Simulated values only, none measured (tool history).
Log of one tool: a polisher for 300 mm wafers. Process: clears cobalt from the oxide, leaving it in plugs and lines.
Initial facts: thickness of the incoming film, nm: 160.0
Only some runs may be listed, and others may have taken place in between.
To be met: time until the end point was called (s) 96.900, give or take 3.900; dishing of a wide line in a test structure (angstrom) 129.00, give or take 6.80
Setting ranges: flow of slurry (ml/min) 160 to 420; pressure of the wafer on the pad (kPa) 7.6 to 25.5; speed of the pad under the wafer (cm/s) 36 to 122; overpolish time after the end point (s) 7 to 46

| run | day | flow of slurry (ml/min) | pressure of the wafer on the pad (kPa) | speed of the pad under the wafer (cm/s) | overpolish time after the end point (s) | time until the end point was called (s) | dishing of a wide line in a test structure (angstrom) |
|---|---|---|---|---|---|---|---|
| 1 | 0.000 | 270 | 16.5 | 78 | 24 | 37.924 | 467.79 |
| 2 | 0.325 | 255 | 14.5 | 68 | 20 | 47.801 | 390.00 |
| 3 | 0.679 | 230 | 12.4 | 60 | 17 | 63.652 | 295.98 |
| 4 | 0.717 | 230 | 14.5 | 60 | 17 | 54.075 | 327.47 |
| 5 | 1.025 | 230 | 12.4 | 60 | 17 | 64.171 | 292.73 |
| 6 | 1.229 | 290 | 12.4 | 60 | 17 | 61.120 | 311.73 |
| 7 | 1.446 | 255 | 11.0 | 56 | 14 | 72.326 | 232.01 |
| 8 | 1.538 | 230 | 10.3 | 56 | 12 | 80.202 | 196.03 |
| 9 | 1.871 | 160 | 7.6 | 64 | 7 | 99.404 | 100.35 |
| 10 | 2.188 | 225 | 7.6 | 58 | 8 | 104.070 | 111.22 |
| 11 | 2.358 | 240 | 7.6 | 58 | 8 | 100.190 | 109.90 |
| 12 | 2.400 | 245 | 7.6 | 56 | 8 | 106.580 | 103.96 |
| 13 | 2.525 | 245 | 8.3 | 56 | 8 | 96.171 | 118.53 |
| 14 | 2.767 | 245 | 8.3 | 54 | 8 | 100.630 | 113.94 |
| 15 | 2.996 | 245 | 9.0 | 54 | 16 | 91.700 | 216.76 |

Next run, 5 choices. One meets every target within its allowed miss, the rest don't. Which?
| A | 3.225 | 285 | 8.3 | 54 | 10 | ? | ? |
| B | 3.225 | 245 | 9.7 | 54 | 9 | ? | ? |
| C | 3.225 | 215 | 11.0 | 46 | 9 | ? | ? |
| D | 3.225 | 190 | 7.6 | 56 | 12 | ? | ? |
| E | 3.225 | 255 | 9.0 | 50 | 9 | ? | ? |

| move | time until the end point was called (s) | dishing of a wide line in a test structure (angstrom) |
|---|---|---|
| A | 98.442 | 141.73 |
| B | 86.533 | 144.53 |
| C | 87.899 | 142.59 |
| D | 109.400 | 151.49 |
| E | 98.190 | 129.53 |
A: gains on the last run, yet a result remains outside its allowed miss
B: gains on the last run, yet a result remains outside its allowed miss
C: gains on the last run, yet a result remains outside its allowed miss
D: gains on the last run, yet a result remains outside its allowed miss
E: each result inside its tolerance
E is the move that brings every result within its allowed miss.

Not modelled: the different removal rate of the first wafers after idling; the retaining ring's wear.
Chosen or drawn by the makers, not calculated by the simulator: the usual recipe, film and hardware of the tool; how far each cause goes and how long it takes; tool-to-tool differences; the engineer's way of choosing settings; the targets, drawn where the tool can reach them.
